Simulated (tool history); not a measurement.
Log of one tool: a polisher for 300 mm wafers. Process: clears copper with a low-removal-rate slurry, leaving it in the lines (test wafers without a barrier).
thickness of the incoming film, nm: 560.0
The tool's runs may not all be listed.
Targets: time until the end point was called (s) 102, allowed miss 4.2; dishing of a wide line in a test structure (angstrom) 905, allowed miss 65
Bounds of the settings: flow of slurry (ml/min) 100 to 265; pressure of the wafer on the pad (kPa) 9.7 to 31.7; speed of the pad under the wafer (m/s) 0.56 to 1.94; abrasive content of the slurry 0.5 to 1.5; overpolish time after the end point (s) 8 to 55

run  hour  flow of slurry (ml/min)  pressure of the wafer on the pad (kPa)  speed of the pad under the wafer (m/s)  abrasive content of the slurry  overpolish time after the end point (s)  time until the end point was called (s)  dishing of a wide line in a test structure (angstrom)
  1     0                      170                                    20.7                                    1.24                               1                                       28                                   115.08                                                 670.61
  2   3.7                      170                                    20.7                                    1.24                            0.85                                       28                                   122.05                                                 642.39
  3  12.5                      170                                    21.4                                    1.24                            0.85                                       31                                    118.6                                                 715.61
  4  18.9                      170                                    21.4                                    1.24                            0.85                                       22                                   116.88                                                 560.31
  5  20.1                      170                                    22.1                                    1.24                            0.85                                       26                                   115.71                                                 625.95
  6  22.1                      170                                    22.8                                    1.24                            0.85                                       29                                   112.68                                                 718.41
     24.9  -- head pressure recalibrated
  7  24.9                      175                                    23.4                                    1.24                            0.85                                       30                                    119.4                                                 685.57
  8  32.5                      165                                    24.8                                    1.26                            0.85                                       32                                   109.65                                                  773.1
  9    37                      165                                    25.5                                    1.26                            0.85                                       33                                   106.41                                                 773.16
 10  37.5                      165                                    26.2                                    1.26                            0.85                                       35                                   107.89                                                 844.98
 11  41.5                      165                                    26.9                                    1.26                            0.85                                       35                                   101.64                                                 841.45

4 next moves are on the table. One of them brings every result within its allowed miss. Which?
  A  45.5                      175                                    28.3                                    1.26                             0.7                                       24                                        ?                                                      ?
  B  45.5                      190                                    26.2                                    1.24                             0.8                                       31                                        ?                                                      ?
  C  45.5                      100                                    22.1                                    1.56                            0.95                                       33                                        ?                                                      ?
  D  45.5                      165                                    24.1                                    1.42                             0.9                                       44                                        ?                                                      ?

move  time until the end point was called (s)  dishing of a wide line in a test structure (angstrom)
   A                                    99.39                                                 695.85
   B                                   104.49                                                 784.31
   C                                   103.78                                                 802.88
   D                                   98.263                                                 952.97
A: further off than the last run
B: further off than the last run
C: further off than the last run
D: meets every target
Move D is the one to make.
